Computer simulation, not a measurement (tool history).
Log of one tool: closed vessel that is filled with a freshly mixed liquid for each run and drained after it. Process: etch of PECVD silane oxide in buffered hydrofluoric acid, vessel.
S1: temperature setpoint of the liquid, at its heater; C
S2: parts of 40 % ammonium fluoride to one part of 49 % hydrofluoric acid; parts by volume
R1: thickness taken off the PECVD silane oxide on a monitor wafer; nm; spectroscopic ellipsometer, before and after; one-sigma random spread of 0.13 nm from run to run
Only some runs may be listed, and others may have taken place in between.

run 1 hour=0.0 | S1=22.0 S2=17.5 time_in_the_liquid_(s)=30 | R1=23.870
run 2 hour=5.5 | S1=21.0 S2=17.5 time_in_the_liquid_(s)=30 | R1=22.813
run 3 hour=10.2 | S1=20.0 S2=17.5 time_in_the_liquid_(s)=30 | R1=21.645
run 4 hour=18.3 | S1=19.5 S2=17.5 time_in_the_liquid_(s)=30 | R1=20.824
run 5 hour=20.9 | S1=19.5 S2=13.0 time_in_the_liquid_(s)=30 | R1=28.017
run 6 hour=25.1 | S1=19.5 S2=13.0 time_in_the_liquid_(s)=30 | R1=27.971
run 7 hour=27.6 | S1=19.0 S2=14.0 time_in_the_liquid_(s)=30 | R1=25.276

The next listed run, before its measurement:
run 8 hour=28.8 | S1=18.5 S2=14.5 time_in_the_liquid_(s)=30 | R1=?

{"run 8": {"R1": 23.897}}
